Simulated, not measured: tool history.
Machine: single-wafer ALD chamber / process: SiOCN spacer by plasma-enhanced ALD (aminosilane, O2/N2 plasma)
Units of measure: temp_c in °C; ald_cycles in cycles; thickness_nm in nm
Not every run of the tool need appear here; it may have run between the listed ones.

| run | hour | temp_c | ald_cycles | thickness_nm |
|---|---|---|---|---|
| 1 | 0.0 | 415 | 113 | 7.2966 |
| 2 | 5.6 | 415 | 119 | 7.7093 |
| 3 | 7.5 | 425 | 119 | 7.3474 |
| 4 | 8.8 | 429 | 111 | 6.8715 |
| 5 | 15.1 | 429 | 125 | 7.6874 |
| 6 | 18.1 | 436 | 125 | 7.4239 |
| 7 | 23.3 | 437 | 114 | 6.8003 |
| 8 | 28.0 | 438 | 107 | 6.2983 |

What will run 9 give?
| 9 | 28.5 | 439 | 93 | ? |

Run 9 produced thickness_nm 5.5515 nm.
